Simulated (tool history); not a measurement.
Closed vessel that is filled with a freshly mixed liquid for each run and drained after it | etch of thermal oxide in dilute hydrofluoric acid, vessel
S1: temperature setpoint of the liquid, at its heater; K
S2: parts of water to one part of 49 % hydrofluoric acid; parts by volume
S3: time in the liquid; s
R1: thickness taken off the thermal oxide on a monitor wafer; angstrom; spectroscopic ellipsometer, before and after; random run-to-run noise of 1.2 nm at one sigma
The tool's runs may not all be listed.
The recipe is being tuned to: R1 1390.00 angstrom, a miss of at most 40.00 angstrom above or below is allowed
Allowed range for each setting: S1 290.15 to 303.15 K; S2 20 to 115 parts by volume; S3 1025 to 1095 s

run,hour,S1,S2,S3,R1
1,0.0,295.15,65,1025,774.49
2,4.7,296.15,65,1025,815.38
3,13.1,296.15,85,1025,594.21
4,16.4,294.15,85,1025,547.32
5,20.6,294.15,105,1025,431.45
6,22.4,295.15,95,1025,507.42
7,29.8,296.15,90,1025,564.10
# hour 38.8: hydrofluoric acid flow meter replaced
8,38.8,300.15,65,1035,854.17
9,41.0,300.15,60,1035,922.09
10,50.0,300.15,55,1035,1022.90
11,58.6,300.15,55,1035,1020.00
12,65.4,300.65,55,1035,1038.60
13,73.9,301.65,45,1035,1338.90

Consider the 4 candidate settings below. Which is the only one whose results all fall within their allowed miss of target?
A,82.4,293.15,30,1055,?
B,82.4,302.65,45,1095,?
C,82.4,301.15,45,1095,?
D,82.4,302.15,45,1095,?

move,R1
A,1475.70
B,1481.50
C,1395.60
D,1452.40
A: takes the result that was furthest off past its target
B: takes the result that was furthest off past its target
C: each result inside its tolerance
D: takes the result that was furthest off past its target
So the answer is move C, the one that meets all the targets.

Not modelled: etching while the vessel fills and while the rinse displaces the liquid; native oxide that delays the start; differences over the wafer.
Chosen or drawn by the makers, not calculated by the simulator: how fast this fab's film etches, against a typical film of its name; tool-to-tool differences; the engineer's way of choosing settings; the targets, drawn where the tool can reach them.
